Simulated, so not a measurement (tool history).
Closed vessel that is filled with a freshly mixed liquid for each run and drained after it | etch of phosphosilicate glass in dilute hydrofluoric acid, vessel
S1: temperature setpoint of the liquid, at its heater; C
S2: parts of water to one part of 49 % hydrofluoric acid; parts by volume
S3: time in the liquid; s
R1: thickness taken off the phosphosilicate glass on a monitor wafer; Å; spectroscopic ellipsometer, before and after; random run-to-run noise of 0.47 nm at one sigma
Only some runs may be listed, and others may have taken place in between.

{"run": 1, "hour": 0.0, "S1": 24, "S2": 255, "S3": 100, "R1": 584.21}
{"run": 2, "hour": 1.9, "S1": 24, "S2": 255, "S3": 100, "R1": 578.71}
{"run": 3, "hour": 8.2, "S1": 25.5, "S2": 255, "S3": 100, "R1": 611.35}
{"run": 4, "hour": 13.1, "S1": 25.5, "S2": 255, "S3": 100, "R1": 611.61}
{"run": 5, "hour": 18.7, "S1": 27, "S2": 240, "S3": 100, "R1": 696.75}
{"run": 6, "hour": 26.7, "S1": 27, "S2": 205, "S3": 100, "R1": 851.49}
{"run": 7, "hour": 28.6, "S1": 28, "S2": 205, "S3": 100, "R1": 873.17}
{"run": 8, "hour": 32.2, "S1": 29, "S2": 200, "S3": 100, "R1": 935.58}
{"run": 9, "hour": 34.5, "S1": 29.5, "S2": 200, "S3": 100, "R1": 958.54}

For run 10, what comes out?
{"hour": 38.3, "done": "thermometer replaced"}
{"run": 10, "hour": 38.3, "S1": 30, "S2": 200, "S3": 100, "R1": "?"}

R1: 1024.7 Å
